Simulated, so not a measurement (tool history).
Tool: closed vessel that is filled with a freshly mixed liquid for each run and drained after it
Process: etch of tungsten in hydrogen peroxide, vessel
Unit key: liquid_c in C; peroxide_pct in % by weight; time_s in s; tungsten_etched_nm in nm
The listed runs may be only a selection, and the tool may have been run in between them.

run 1 hour=0.0 | liquid_c=52.0 peroxide_pct=18.0 time_s=95 | tungsten_etched_nm=86.870
run 2 hour=5.7 | liquid_c=50.5 peroxide_pct=18.0 time_s=95 | tungsten_etched_nm=78.247
run 3 hour=13.6 | liquid_c=49.5 peroxide_pct=18.0 time_s=95 | tungsten_etched_nm=73.789
run 4 hour=21.7 | liquid_c=49.5 peroxide_pct=21.5 time_s=95 | tungsten_etched_nm=79.973
run 5 hour=24.0 | liquid_c=49.5 peroxide_pct=23.0 time_s=95 | tungsten_etched_nm=83.539
run 6 hour=25.8 | liquid_c=49.5 peroxide_pct=23.0 time_s=95 | tungsten_etched_nm=83.761
run 7 hour=29.8 | liquid_c=48.0 peroxide_pct=23.0 time_s=95 | tungsten_etched_nm=76.773

Forecast run 8:
run 8 hour=33.7 | liquid_c=47.0 peroxide_pct=23.0 time_s=95 | tungsten_etched_nm=?

tungsten_etched_nm: 71.774 nm

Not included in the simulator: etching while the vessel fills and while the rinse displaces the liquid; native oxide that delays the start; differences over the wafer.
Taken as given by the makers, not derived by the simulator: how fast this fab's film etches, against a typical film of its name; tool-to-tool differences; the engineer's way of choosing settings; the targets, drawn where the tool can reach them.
